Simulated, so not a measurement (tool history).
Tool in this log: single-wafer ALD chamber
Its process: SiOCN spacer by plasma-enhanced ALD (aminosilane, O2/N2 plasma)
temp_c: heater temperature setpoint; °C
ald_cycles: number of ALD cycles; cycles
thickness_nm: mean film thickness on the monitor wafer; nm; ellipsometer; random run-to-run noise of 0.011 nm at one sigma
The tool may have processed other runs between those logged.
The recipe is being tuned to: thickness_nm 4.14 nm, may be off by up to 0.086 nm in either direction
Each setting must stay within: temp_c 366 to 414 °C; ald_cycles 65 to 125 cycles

Run 1, hour 0: temp_c 390 °C, ald_cycles 95 cycles. Result: thickness_nm 5.4564 nm.
Run 2, hour 7.5: temp_c 400 °C, ald_cycles 95 cycles. Result: thickness_nm 5.4581 nm.
Run 3, hour 11.6: temp_c 400 °C, ald_cycles 88 cycles. Result: thickness_nm 5.0636 nm.
Run 4, hour 15.5: temp_c 400 °C, ald_cycles 84 cycles. Result: thickness_nm 4.8401 nm.
Run 5, hour 23.1: temp_c 400 °C, ald_cycles 81 cycles. Result: thickness_nm 4.6644 nm.
Run 6, hour 29.4: temp_c 390 °C, ald_cycles 81 cycles. Result: thickness_nm 4.6547 nm.
Run 7, hour 31.5: temp_c 390 °C, ald_cycles 79 cycles. Result: thickness_nm 4.5371 nm.
Run 8, hour 34.2: temp_c 390 °C, ald_cycles 77 cycles. Result: thickness_nm 4.4187 nm.

Below are 4 possible settings for the next run. Only one of them brings all results inside the allowed miss of their targets. Which is it?
Run A, hour 36.9: temp_c 414 °C, ald_cycles 71 cycles. Result: thickness_nm ?.
Run B, hour 36.9: temp_c 390 °C, ald_cycles 76 cycles. Result: thickness_nm ?.
Run C, hour 36.9: temp_c 385 °C, ald_cycles 72 cycles. Result: thickness_nm ?.
Run D, hour 36.9: temp_c 384 °C, ald_cycles 78 cycles. Result: thickness_nm ?.

move  thickness_nm
   A        3.9103
   B        4.3825
   C        4.1519
   D        4.4978
A: takes the biggest miss from the last run beyond its target
B: nearer than the last run, and not there yet
C: meets every target
D: lands further from the targets than the last run did
Answer: C
